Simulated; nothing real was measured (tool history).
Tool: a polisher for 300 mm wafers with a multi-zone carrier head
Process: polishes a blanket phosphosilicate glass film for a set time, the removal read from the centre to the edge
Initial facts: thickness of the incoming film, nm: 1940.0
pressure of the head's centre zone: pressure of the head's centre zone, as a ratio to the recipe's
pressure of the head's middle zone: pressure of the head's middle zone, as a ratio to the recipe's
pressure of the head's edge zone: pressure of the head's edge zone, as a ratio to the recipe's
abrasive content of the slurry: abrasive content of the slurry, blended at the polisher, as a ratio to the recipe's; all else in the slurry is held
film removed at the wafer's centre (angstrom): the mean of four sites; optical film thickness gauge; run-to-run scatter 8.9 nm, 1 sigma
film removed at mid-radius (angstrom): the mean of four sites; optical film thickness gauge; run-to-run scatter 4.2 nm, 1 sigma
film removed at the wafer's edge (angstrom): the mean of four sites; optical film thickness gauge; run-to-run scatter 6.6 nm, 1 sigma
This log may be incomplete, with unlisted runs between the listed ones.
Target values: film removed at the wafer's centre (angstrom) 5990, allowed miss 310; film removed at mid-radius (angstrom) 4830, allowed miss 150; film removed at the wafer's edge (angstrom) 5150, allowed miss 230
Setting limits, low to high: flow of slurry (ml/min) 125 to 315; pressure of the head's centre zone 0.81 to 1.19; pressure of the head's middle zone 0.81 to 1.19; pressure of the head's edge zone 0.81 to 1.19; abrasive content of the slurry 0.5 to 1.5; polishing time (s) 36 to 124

run	day	flow of slurry (ml/min)	pressure of the head's centre zone	pressure of the head's middle zone	pressure of the head's edge zone	abrasive content of the slurry	polishing time (s)	film removed at the wafer's centre (angstrom)	film removed at mid-radius (angstrom)	film removed at the wafer's edge (angstrom)
1	0	205	1	1	1	1	79	5920.2	5939.1	6138.1
2	0.133	205	0.94	1	1	1	79	5727.1	5969.5	6049.4
3	0.3	185	0.94	1	1	1	79	5566.1	5792.7	5943.4
4	0.392	185	0.94	1	1.04	1	79	5653.8	5868.5	6263.9
5	0.704	185	0.96	0.98	1.02	1	79	5702.2	5684.8	6230.3
6	0.933	185	0.92	0.98	1.02	1	79	5447	5736.7	6139.4
7	0.996	185	0.92	0.98	1.02	1	79	5448.8	5828.4	6055.7
8	1.233	175	1.02	0.88	0.92	0.8	78	5442	4818.9	5341.3
9	1.408	175	1.03	0.88	0.91	0.8	78	5511.5	4815.8	5219.9

Which one of the following 4 next-run settings gets every result inside its allowed miss? There is exactly one.
A	1.583	140	1	0.92	0.88	0.9	76	?	?	?
B	1.583	150	1.03	0.86	0.91	0.8	80	?	?	?
C	1.583	210	0.88	0.84	0.95	0.85	76	?	?	?
D	1.583	220	1.09	0.87	0.85	0.85	75	?	?	?

move	film removed at the wafer's centre (angstrom)	film removed at mid-radius (angstrom)	film removed at the wafer's edge (angstrom)
A	5109	4875	5235.9
B	5441	4792	5464.9
C	4819.8	4860.7	5651.7
D	5947.7	4946.9	5325.5
A: further off than the last run
B: further off than the last run
C: further off than the last run
D: each result inside its tolerance
Move D is the one to make.
